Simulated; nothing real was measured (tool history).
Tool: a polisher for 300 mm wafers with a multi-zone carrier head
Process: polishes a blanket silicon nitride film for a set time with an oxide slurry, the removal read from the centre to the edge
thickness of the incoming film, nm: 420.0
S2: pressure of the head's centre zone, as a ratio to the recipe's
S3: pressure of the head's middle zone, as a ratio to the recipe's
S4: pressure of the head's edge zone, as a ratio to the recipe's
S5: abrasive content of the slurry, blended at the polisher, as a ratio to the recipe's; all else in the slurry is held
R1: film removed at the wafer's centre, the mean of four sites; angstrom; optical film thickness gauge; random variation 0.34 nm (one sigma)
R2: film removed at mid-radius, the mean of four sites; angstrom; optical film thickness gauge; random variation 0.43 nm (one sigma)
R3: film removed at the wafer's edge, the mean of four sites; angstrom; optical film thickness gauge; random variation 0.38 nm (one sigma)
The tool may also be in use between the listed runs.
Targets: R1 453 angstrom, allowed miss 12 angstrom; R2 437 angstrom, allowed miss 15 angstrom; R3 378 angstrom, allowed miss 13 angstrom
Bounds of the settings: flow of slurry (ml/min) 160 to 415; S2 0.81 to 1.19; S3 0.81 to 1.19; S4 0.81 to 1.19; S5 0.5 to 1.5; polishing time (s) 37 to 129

{"run": 1, "day": 0.0, "flow of slurry (ml/min)": 265, "S2": 1, "S3": 1, "S4": 1, "S5": 1, "polishing time (s)": 83, "R1": 635.39, "R2": 654.15, "R3": 635.05}
{"run": 2, "day": 0.175, "flow of slurry (ml/min)": 275, "S2": 1.02, "S3": 1.01, "S4": 0.96, "S5": 0.85, "polishing time (s)": 78, "R1": 571.49, "R2": 585.34, "R3": 550.28}
{"run": 3, "day": 0.3, "flow of slurry (ml/min)": 275, "S2": 1.02, "S3": 1.01, "S4": 0.96, "S5": 0.75, "polishing time (s)": 78, "R1": 537.7, "R2": 547.89, "R3": 511.74}
{"run": 4, "day": 0.471, "flow of slurry (ml/min)": 275, "S2": 1.02, "S3": 1.01, "S4": 0.96, "S5": 0.9, "polishing time (s)": 78, "R1": 579.92, "R2": 602.03, "R3": 571.97}
{"run": 5, "day": 0.658, "flow of slurry (ml/min)": 250, "S2": 1.05, "S3": 1.02, "S4": 0.93, "S5": 0.8, "polishing time (s)": 75, "R1": 544.21, "R2": 554.9, "R3": 503.32}
{"run": 6, "day": 0.988, "flow of slurry (ml/min)": 250, "S2": 1.12, "S3": 1.02, "S4": 0.93, "S5": 0.8, "polishing time (s)": 75, "R1": 580.81, "R2": 553.02, "R3": 501.84}
{"run": 7, "day": 1.117, "flow of slurry (ml/min)": 240, "S2": 1.11, "S3": 1.01, "S4": 0.9, "S5": 0.7, "polishing time (s)": 74, "R1": 524.97, "R2": 503.5, "R3": 458.91}
{"run": 8, "day": 1.467, "flow of slurry (ml/min)": 240, "S2": 1.12, "S3": 1.01, "S4": 0.88, "S5": 0.65, "polishing time (s)": 73, "R1": 506.35, "R2": 481.56, "R3": 422.28}

Which of these 4 next moves meets every target?
{"run": "A", "day": 1.817, "flow of slurry (ml/min)": 200, "S2": 1.08, "S3": 0.93, "S4": 0.96, "S5": 0.55, "polishing time (s)": 82, "R1": "?", "R2": "?", "R3": "?"}
{"run": "B", "day": 1.817, "flow of slurry (ml/min)": 170, "S2": 0.93, "S3": 0.94, "S4": 0.95, "S5": 0.6, "polishing time (s)": 82, "R1": "?", "R2": "?", "R3": "?"}
{"run": "C", "day": 1.817, "flow of slurry (ml/min)": 240, "S2": 1.14, "S3": 1.06, "S4": 0.88, "S5": 0.5, "polishing time (s)": 74, "R1": "?", "R2": "?", "R3": "?"}
{"run": "D", "day": 1.817, "flow of slurry (ml/min)": 175, "S2": 0.94, "S3": 0.9, "S4": 1.1, "S5": 0.8, "polishing time (s)": 69, "R1": "?", "R2": "?", "R3": "?"}

move=A R1=487.34 R2=441.26 R3=457.87
move=B R1=424.74 R2=452.97 R3=466.66
move=C R1=455.13 R2=434.03 R3=384.59
move=D R1=418.16 R2=425.2 R3=486.85
A: further off than the last run
B: takes the result that was furthest off past its target
C: meets every target
D: takes the result that was furthest off past its target
Move C is the one to make.

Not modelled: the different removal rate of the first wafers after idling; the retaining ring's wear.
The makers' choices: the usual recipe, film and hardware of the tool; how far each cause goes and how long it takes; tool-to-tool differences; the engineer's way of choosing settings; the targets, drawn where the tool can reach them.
